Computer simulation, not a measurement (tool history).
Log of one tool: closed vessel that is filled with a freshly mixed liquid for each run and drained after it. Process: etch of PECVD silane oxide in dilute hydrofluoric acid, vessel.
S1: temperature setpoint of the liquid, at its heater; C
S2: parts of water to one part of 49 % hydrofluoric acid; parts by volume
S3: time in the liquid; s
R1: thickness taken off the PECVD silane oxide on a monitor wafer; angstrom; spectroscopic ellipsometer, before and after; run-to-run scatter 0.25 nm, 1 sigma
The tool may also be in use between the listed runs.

run    day    S1  S2  S3      R1
  1      0    23  50  30  184.79
  2  0.138    23  50  30  184.93
  3  0.488  24.5  45  30  218.14
  4   0.75  22.5  45  30  203.89
  5  1.058    20  45  30  185.16
  6  1.333    20  45  30  181.28
  7  1.612    22  40  30  224.53
  8  1.742  23.5  40  30  239.37
  9  1.879    25  40  30  255.93
 10  2.196    26  40  30  264.76
 11  2.262    30  30  30  419.56
 12  2.571    28  30  30  390.85

Run 13 has not been measured yet. What should we expect?
 13  2.896  28  30  30   ?

Run 13 gave R1 390.03 angstrom.

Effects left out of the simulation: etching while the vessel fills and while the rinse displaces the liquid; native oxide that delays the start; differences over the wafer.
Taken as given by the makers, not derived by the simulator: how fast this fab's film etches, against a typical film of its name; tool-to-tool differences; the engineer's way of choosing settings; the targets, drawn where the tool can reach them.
